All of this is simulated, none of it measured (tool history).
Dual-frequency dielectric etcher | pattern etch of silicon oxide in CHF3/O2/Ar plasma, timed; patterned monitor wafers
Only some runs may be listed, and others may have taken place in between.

run  hour  source power (W)  bias power (W)  etch time (s)  mean etch depth across the wafer (nm)
  1     0               580             143          730.5                                 1174.5
  2   3.7               580             161          730.5                                 1241.1
  3    11               560             157          730.5                                 1214.5
  4  19.4               520             157          730.5                                 1172.7
  5  27.8               520             171          730.5                                 1209.7
  6  33.2               520             182          730.5                                 1244.4
  7  40.9               410             153          730.5                                 1070.5
  8    44               400             150          730.5                                   1054

Estimate the outcome of run 9 from the log above:
  9  46.5               360             121          730.5                                      ?

mean etch depth across the wafer (nm): 934.18

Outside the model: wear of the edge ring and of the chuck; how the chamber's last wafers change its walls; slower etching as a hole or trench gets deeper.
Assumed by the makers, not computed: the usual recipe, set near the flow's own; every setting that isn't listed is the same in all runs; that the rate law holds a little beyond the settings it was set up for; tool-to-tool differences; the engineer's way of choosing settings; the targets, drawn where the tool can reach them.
